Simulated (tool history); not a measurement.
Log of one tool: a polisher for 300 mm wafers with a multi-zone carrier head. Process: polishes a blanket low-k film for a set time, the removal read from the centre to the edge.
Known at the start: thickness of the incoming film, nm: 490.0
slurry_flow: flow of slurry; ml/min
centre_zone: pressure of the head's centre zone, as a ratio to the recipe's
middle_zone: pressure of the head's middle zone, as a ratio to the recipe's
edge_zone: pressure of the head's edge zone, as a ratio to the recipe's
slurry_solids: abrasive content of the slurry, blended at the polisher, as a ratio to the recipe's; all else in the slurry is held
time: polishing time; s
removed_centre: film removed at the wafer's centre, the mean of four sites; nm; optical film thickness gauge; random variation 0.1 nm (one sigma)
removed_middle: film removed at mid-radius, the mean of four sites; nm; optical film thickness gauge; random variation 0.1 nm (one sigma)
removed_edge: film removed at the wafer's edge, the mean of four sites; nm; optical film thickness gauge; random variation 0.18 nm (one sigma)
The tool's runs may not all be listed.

run 1 day=0 | slurry_flow=215 centre_zone=1 middle_zone=1 edge_zone=1 slurry_solids=1 time=54 | removed_centre=19.106 removed_middle=19.132 removed_edge=19.419
run 2 day=0.325 | slurry_flow=215 centre_zone=1.07 middle_zone=1 edge_zone=1 slurry_solids=1 time=54 | removed_centre=20.316 removed_middle=18.899 removed_edge=20.023
run 3 day=0.55 | slurry_flow=205 centre_zone=1.03 middle_zone=0.96 edge_zone=1 slurry_solids=0.9 time=52 | removed_centre=18.11 removed_middle=16.803 removed_edge=17.708
run 4 day=0.696 | slurry_flow=205 centre_zone=1.03 middle_zone=0.96 edge_zone=1 slurry_solids=0.75 time=52 | removed_centre=17.025 removed_middle=15.597 removed_edge=16.824
run 5 day=1.042 | slurry_flow=205 centre_zone=1.03 middle_zone=0.99 edge_zone=1 slurry_solids=0.75 time=52 | removed_centre=16.808 removed_middle=16.004 removed_edge=16.961
run 6 day=1.171 | slurry_flow=165 centre_zone=1.03 middle_zone=0.99 edge_zone=1 slurry_solids=0.75 time=52 | removed_centre=16.516 removed_middle=15.888 removed_edge=16.594
run 7 day=1.204 | slurry_flow=165 centre_zone=1 middle_zone=0.96 edge_zone=1.01 slurry_solids=0.7 time=50 | removed_centre=14.831 removed_middle=14.236 removed_edge=15.357
run 8 day=1.304 | slurry_flow=165 centre_zone=0.97 middle_zone=0.93 edge_zone=1 slurry_solids=0.65 time=50 | removed_centre=14.026 removed_middle=13.636 removed_edge=14.787
run 9 day=1.454 | slurry_flow=165 centre_zone=0.96 middle_zone=0.91 edge_zone=1 slurry_solids=0.6 time=49 | removed_centre=13.316 removed_middle=12.555 removed_edge=13.816
run 10 day=1.483 | slurry_flow=160 centre_zone=0.94 middle_zone=0.89 edge_zone=1 slurry_solids=0.6 time=49 | removed_centre=12.833 removed_middle=12.601 removed_edge=14.081

The next listed run, before its measurement:
run 11 day=1.596 | slurry_flow=160 centre_zone=0.94 middle_zone=0.88 edge_zone=0.99 slurry_solids=0.6 time=48 | removed_centre=? removed_middle=? removed_edge=?

removed_centre: 12.733 nm
removed_middle: 12.067 nm
removed_edge: 13.952 nm

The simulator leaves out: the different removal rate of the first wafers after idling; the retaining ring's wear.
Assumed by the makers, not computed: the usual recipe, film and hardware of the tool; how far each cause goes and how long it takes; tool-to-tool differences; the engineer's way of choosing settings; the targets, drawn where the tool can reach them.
